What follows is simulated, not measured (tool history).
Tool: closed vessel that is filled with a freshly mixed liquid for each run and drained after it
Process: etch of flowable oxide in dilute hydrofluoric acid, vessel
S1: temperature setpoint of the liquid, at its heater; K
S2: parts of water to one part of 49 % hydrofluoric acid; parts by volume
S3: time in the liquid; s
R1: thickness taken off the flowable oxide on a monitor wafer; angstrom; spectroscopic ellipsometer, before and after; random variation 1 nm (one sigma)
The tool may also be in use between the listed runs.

Run 1, hour 0: S1 296.15 K, S2 160 parts by volume, S3 715 s. Result: R1 866.31 angstrom.
Run 2, hour 7.1: S1 293.15 K, S2 160 parts by volume, S3 715 s. Result: R1 775.66 angstrom.
Run 3, hour 10.6: S1 294.65 K, S2 155 parts by volume, S3 715 s. Result: R1 843.21 angstrom.
Run 4, hour 11.4: S1 296.15 K, S2 150 parts by volume, S3 715 s. Result: R1 924.09 angstrom.
Run 5, hour 15.3: S1 297.15 K, S2 145 parts by volume, S3 715 s. Result: R1 1019.5 angstrom.
Run 6, hour 18.8: S1 298.15 K, S2 140 parts by volume, S3 715 s. Result: R1 1097.4 angstrom.
Run 7, hour 24.8: S1 299.15 K, S2 140 parts by volume, S3 715 s. Result: R1 1130.4 angstrom.

The next listed run, before its measurement:
Run 8, hour 27.1: S1 299.65 K, S2 135 parts by volume, S3 715 s. Result: R1 ?.

{"run 8": {"R1": 1201}}

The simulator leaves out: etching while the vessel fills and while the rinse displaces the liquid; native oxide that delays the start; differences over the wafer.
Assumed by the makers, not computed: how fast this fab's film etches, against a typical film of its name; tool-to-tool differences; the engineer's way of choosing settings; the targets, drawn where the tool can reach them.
